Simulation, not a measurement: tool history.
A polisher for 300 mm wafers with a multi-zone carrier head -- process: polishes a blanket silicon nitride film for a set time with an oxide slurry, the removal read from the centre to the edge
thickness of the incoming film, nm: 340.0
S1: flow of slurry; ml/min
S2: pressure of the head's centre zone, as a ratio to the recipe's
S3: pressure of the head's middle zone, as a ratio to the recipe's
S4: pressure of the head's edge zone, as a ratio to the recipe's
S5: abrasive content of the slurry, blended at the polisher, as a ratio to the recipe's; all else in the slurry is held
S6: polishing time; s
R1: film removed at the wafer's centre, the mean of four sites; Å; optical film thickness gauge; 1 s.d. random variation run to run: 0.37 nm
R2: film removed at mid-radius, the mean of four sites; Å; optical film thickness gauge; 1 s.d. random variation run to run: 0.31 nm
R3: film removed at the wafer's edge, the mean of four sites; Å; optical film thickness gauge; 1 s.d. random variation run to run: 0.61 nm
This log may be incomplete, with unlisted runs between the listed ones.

run	hour	S1	S2	S3	S4	S5	S6	R1	R2	R3
1	0.0	135	1.00	1.00	1.00	1.00	79	545.44	597.24	608.78
2	1.6	130	1.00	0.98	0.98	0.95	79	525.09	568.79	586.22
3	9.1	130	1.00	0.98	0.98	0.80	79	487.75	536.18	535.05
4	14.5	125	1.00	0.96	0.97	0.80	79	487.70	517.01	536.30
5	21.8	125	1.00	0.96	0.92	0.80	79	488.09	519.19	511.51
6	28.2	125	1.00	0.88	0.92	0.80	79	487.96	483.22	519.97
7	30.9	120	1.00	0.87	0.91	0.80	79	488.43	465.09	501.31
8	32.6	120	1.00	0.87	0.91	0.80	79	482.51	470.03	516.24

Run 9, settings as shown, results not yet in. Your forecast:
9	34.5	115	1.00	0.86	0.90	0.80	79	?	?	?

{"run 9": {"R1": 471.23, "R2": 464.78, "R3": 510.24}}
